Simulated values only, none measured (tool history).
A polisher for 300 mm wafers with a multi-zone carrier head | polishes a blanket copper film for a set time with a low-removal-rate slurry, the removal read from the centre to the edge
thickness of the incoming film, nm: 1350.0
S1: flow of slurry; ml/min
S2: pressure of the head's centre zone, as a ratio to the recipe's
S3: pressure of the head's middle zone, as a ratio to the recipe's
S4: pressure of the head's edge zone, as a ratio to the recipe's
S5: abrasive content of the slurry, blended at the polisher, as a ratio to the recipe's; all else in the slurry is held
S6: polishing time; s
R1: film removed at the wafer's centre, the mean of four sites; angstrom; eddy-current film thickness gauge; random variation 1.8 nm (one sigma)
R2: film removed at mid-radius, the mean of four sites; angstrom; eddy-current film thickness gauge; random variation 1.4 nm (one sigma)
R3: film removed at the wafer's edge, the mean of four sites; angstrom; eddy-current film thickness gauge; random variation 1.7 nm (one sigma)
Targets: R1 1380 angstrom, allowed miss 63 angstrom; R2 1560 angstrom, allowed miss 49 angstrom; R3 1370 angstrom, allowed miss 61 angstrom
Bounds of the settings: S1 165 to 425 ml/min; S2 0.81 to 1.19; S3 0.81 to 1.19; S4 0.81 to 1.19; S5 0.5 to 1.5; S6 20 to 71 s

| run | hour | S1 | S2 | S3 | S4 | S5 | S6 | R1 | R2 | R3 |
|---|---|---|---|---|---|---|---|---|---|---|
| 1 | 0 | 275 | 1 | 1 | 1 | 1 | 45 | 933.17 | 954.42 | 936.76 |
| 2 | 1.7 | 215 | 1 | 1 | 1 | 1 | 45 | 887.85 | 915.48 | 914.92 |
| 3 | 9.6 | 215 | 1.08 | 1 | 1 | 1 | 45 | 997.4 | 930.86 | 931.04 |
| 4 | 18.5 | 250 | 1.08 | 1 | 1 | 1 | 45 | 966.13 | 937 | 936.93 |
|  | 23.3 | worn pad replaced by a new one |
| 5 | 23.3 | 255 | 1.08 | 1.03 | 1.01 | 1.1 | 47 | 1132.9 | 1110.5 | 1045.7 |
| 6 | 31.6 | 210 | 1.08 | 1.03 | 1.01 | 1.1 | 47 | 1111.1 | 1063.8 | 1049.3 |
| 7 | 33.8 | 215 | 1.07 | 1.06 | 1.03 | 1.15 | 47 | 1102.7 | 1119 | 1059.2 |
| 8 | 40.6 | 215 | 1.07 | 1.08 | 1.05 | 1.2 | 47 | 1130.6 | 1141 | 1080.6 |

4 next moves are on the table. One of them brings every result within its allowed miss. Which?
| A | 47.4 | 195 | 0.98 | 1.12 | 0.93 | 1.4 | 61 | ? | ? | ? |
| B | 47.4 | 165 | 1.19 | 0.91 | 1.19 | 1.5 | 47 | ? | ? | ? |
| C | 47.4 | 305 | 0.82 | 1.19 | 1.06 | 1.25 | 49 | ? | ? | ? |
| D | 47.4 | 225 | 0.87 | 1.19 | 1.06 | 1.1 | 67 | ? | ? | ? |

| move | R1 | R2 | R3 |
|---|---|---|---|
| A | 1393 | 1555.2 | 1388.8 |
| B | 1264.3 | 1035.1 | 1209.3 |
| C | 984.6 | 1335.1 | 1202.3 |
| D | 1339.1 | 1729.1 | 1568.8 |
A: meets every target
B: further off than the last run
C: nearer than the last run, and not there yet
D: takes the result that was furthest off past its target
The right move is A.
